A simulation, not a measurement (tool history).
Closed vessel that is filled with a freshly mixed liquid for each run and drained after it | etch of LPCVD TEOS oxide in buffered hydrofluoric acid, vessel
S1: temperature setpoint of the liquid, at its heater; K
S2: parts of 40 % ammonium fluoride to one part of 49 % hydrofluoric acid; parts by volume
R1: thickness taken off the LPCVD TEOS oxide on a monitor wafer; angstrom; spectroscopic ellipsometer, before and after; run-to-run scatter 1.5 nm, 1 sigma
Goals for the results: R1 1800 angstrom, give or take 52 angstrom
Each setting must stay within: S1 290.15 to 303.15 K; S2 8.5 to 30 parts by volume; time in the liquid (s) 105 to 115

Run 1, hour 0: S1 295.15 K, S2 23 parts by volume, time in the liquid (s) 105. Result: R1 2402.9 angstrom.
Run 2, hour 6.7: S1 295.15 K, S2 23 parts by volume, time in the liquid (s) 105. Result: R1 2407.1 angstrom.
Run 3, hour 14.6: S1 295.15 K, S2 20.5 parts by volume, time in the liquid (s) 105. Result: R1 2683.2 angstrom.
Run 4, hour 19: S1 294.15 K, S2 21.5 parts by volume, time in the liquid (s) 105. Result: R1 2359.3 angstrom.
Run 5, hour 20.3: S1 291.65 K, S2 21.5 parts by volume, time in the liquid (s) 105. Result: R1 2093.5 angstrom.
Run 6, hour 23.5: S1 291.65 K, S2 27.5 parts by volume, time in the liquid (s) 105. Result: R1 1747.5 angstrom.
At hour 29: hydrofluoric acid flow meter replaced.
Run 7, hour 29: S1 292.15 K, S2 27.5 parts by volume, time in the liquid (s) 105. Result: R1 1670.3 angstrom.
Run 8, hour 32: S1 292.65 K, S2 27.5 parts by volume, time in the liquid (s) 105. Result: R1 1726.4 angstrom.

Of the 4 settings listed for the next run, only one would bring every result within its allowed miss of target. Which one?
Run A, hour 35: S1 290.15 K, S2 23.5 parts by volume, time in the liquid (s) 105. Result: R1 ?.
Run B, hour 35: S1 292.15 K, S2 25 parts by volume, time in the liquid (s) 105. Result: R1 ?.
Run C, hour 35: S1 292.15 K, S2 28.5 parts by volume, time in the liquid (s) 105. Result: R1 ?.
Run D, hour 35: S1 293.15 K, S2 30 parts by volume, time in the liquid (s) 105. Result: R1 ?.

move      R1
   A  1663.2
   B  1785.8
   C    1631
   D  1665.7
A: the biggest miss grows against the last run
B: every result lands within tolerance
C: the biggest miss grows against the last run
D: the biggest miss grows against the last run
The move that meets every target is B.
